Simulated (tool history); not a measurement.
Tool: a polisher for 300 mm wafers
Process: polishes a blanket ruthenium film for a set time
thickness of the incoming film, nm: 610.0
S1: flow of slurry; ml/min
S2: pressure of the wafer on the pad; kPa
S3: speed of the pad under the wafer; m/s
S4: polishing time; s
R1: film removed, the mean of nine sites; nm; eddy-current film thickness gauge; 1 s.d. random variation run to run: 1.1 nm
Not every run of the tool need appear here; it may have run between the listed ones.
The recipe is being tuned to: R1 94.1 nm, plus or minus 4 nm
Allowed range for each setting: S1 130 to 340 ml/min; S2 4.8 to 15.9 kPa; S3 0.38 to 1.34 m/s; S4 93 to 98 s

run 1 hour=0 | S1=220 S2=10.3 S3=0.86 S4=93 | R1=64.51
run 2 hour=5.4 | S1=220 S2=10.3 S3=0.86 S4=93 | R1=65.291
run 3 hour=13.1 | S1=220 S2=11.7 S3=0.86 S4=93 | R1=72.341
run 4 hour=14 | S1=175 S2=11.7 S3=0.86 S4=93 | R1=69.463
run 5 hour=19.6 | S1=185 S2=12.4 S3=0.86 S4=93 | R1=73.785
run 6 hour=23.3 | S1=185 S2=12.4 S3=0.86 S4=93 | R1=74.275
run 7 hour=25.8 | S1=195 S2=13.1 S3=0.86 S4=93 | R1=78.671
run 8 hour=28 | S1=200 S2=13.8 S3=0.86 S4=93 | R1=83.201
run 9 hour=29.5 | S1=205 S2=14.5 S3=0.86 S4=93 | R1=85.83
run 10 hour=32.1 | S1=205 S2=15.2 S3=0.86 S4=93 | R1=91.366

Next run, 4 choices. One meets every target within its allowed miss, the rest don't. Which?
run A hour=34.7 | S1=240 S2=12.4 S3=0.96 S4=93 | R1=?
run B hour=34.7 | S1=135 S2=13.8 S3=1.04 S4=96 | R1=?
run C hour=34.7 | S1=200 S2=14.5 S3=0.86 S4=94 | R1=?
run D hour=34.7 | S1=230 S2=15.9 S3=0.78 S4=93 | R1=?

move=A R1=83.701
move=B R1=92.672
move=C R1=84.864
move=D R1=84.417
A: lands further from the targets than the last run did
B: every result within its allowed miss
C: lands further from the targets than the last run did
D: lands further from the targets than the last run did
Move B is the one to make.
